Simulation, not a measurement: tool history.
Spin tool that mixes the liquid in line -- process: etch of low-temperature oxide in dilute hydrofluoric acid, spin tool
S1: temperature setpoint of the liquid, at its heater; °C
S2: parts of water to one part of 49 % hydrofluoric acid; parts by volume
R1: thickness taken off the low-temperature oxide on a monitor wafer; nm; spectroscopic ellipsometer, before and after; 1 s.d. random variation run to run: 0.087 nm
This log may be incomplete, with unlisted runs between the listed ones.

run 1 hour=0 | S1=25 S2=165 time_under_the_liquid_(s)=100 | R1=14.266
run 2 hour=1.4 | S1=23.5 S2=165 time_under_the_liquid_(s)=100 | R1=13.593
run 3 hour=7.9 | S1=22 S2=165 time_under_the_liquid_(s)=100 | R1=12.85
run 4 hour=11.8 | S1=22 S2=165 time_under_the_liquid_(s)=80 | R1=10.211
run 5 hour=16.9 | S1=22.5 S2=165 time_under_the_liquid_(s)=80 | R1=10.542
run 6 hour=23.9 | S1=22.5 S2=195 time_under_the_liquid_(s)=80 | R1=8.6541
run 7 hour=31.5 | S1=23.5 S2=195 time_under_the_liquid_(s)=80 | R1=9.0133

For run 8, what comes out?
run 8 hour=33.2 | S1=24.5 S2=195 time_under_the_liquid_(s)=80 | R1=?

R1: 9.2928 nm
